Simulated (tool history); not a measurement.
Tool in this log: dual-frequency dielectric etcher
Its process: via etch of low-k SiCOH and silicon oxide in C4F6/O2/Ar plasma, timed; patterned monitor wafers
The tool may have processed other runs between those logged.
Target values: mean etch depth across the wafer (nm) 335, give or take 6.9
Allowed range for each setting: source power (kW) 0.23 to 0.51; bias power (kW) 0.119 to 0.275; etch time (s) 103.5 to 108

run  hour  source power (kW)  bias power (kW)  etch time (s)  mean etch depth across the wafer (nm)
  1     0               0.37            0.197          103.5                                 277.88
  2   6.4               0.37            0.218          103.5                                 284.63
  3   9.4               0.38            0.221          103.5                                 287.05
  4  12.7               0.36            0.221          103.5                                 287.08
  5  18.5               0.37            0.227            104                                 293.13
  6  23.9               0.38            0.231            104                                 295.17
  7    28               0.39            0.235            104                                 298.67
  8  36.4                0.4            0.239            104                                 304.46
  9  41.9               0.41            0.241            104                                 314.42
     45.6  -- source power generator calibrated
 10  45.6               0.43            0.244            104                                 323.87

5 next moves are on the table. One of them brings every result within its allowed miss. Which?
  A  49.3               0.39            0.247            105                                      ?
  B  49.3               0.42             0.23          104.5                                      ?
  C  49.3               0.46            0.252          103.5                                      ?
  D  49.3               0.37            0.231          107.5                                      ?
  E  49.3               0.39            0.239          104.5                                      ?

move  mean etch depth across the wafer (nm)
   A                                 316.91
   B                                 315.58
   C                                 334.71
   D                                 310.16
   E                                 311.47
A: misses by more than the last run did
B: misses by more than the last run did
C: all results land within tolerance of their targets
D: misses by more than the last run did
E: misses by more than the last run did
The right move is C.
